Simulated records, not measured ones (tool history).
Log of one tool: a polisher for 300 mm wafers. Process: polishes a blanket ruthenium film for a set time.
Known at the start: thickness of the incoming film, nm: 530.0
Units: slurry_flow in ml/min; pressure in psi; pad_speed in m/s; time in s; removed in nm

run,hour,slurry_flow,pressure,pad_speed,time,removed
1,0,165,1.4,1.16,45,35.176
2,3,165,1.3,1.16,45,33.195
3,9,165,1.2,1.16,45,30.94
4,10.8,205,1.2,1.16,45,32.182
5,19.2,205,1.2,1.44,45,39.068
6,20,205,1.1,1.38,45,34.805
7,27.1,205,1,1.34,45,32.241
8,31.6,205,0.9,1.28,45,29.219
9,38.7,205,0.8,1.24,45,25.373

Forecast run 10:
10,46,205,0.8,1.22,45,?

{"run 10": {"removed": 25.486}}
